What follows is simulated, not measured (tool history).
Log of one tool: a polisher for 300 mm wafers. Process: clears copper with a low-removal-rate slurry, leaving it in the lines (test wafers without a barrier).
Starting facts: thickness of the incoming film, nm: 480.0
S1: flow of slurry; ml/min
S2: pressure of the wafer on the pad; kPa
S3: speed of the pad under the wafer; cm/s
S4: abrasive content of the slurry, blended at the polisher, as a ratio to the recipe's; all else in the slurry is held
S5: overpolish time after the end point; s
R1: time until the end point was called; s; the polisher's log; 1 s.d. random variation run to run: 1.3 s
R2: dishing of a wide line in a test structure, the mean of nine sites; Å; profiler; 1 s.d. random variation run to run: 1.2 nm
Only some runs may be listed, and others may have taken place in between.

run,hour,S1,S2,S3,S4,S5,R1,R2
1,0,285,17.9,132,1,16,146.68,301.23
2,4.8,285,19.3,132,1,17,140.46,350.7
3,9.8,285,19.3,132,0.85,17,145.43,328.35
4,17.8,285,20.7,132,0.85,17,136.83,342.54
5,20,285,22.1,132,0.85,18,128.78,392.18
6,24.5,285,22.1,132,0.85,21,128.84,427.59
7,26.3,285,22.8,132,0.85,21,122.24,426.3
8,30.9,285,23.4,132,0.85,21,120.15,432.76

Run 9, settings as shown, results not yet in. Your forecast:
9,35.3,285,24.1,132,0.85,21,?,?

Run 9 measured R1 114.59 s, R2 414.27 Å.
